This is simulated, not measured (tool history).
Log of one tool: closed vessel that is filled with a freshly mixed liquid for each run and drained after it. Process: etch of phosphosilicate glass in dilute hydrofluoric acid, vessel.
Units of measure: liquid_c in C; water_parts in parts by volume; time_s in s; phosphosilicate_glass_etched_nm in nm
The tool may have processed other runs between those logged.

| run | hour | liquid_c | water_parts | time_s | phosphosilicate_glass_etched_nm |
|---|---|---|---|---|---|
| 1 | 0 | 20 | 60 | 35 | 51.852 |
| 2 | 7.4 | 20 | 60 | 35 | 51.749 |
| 3 | 15.3 | 21 | 55 | 35 | 58.776 |
| 4 | 16.5 | 21 | 55 | 35 | 59.033 |
| 5 | 24 | 22.5 | 55 | 35 | 62.414 |
| 6 | 25.4 | 20.5 | 55 | 35 | 57.818 |
| 7 | 27.9 | 21.5 | 50 | 35 | 66.121 |

Run 8 has not been measured yet. What should we expect?
| 8 | 32.4 | 22 | 45 | 35 | ? |

{"run 8": {"phosphosilicate_glass_etched_nm": 76.158}}
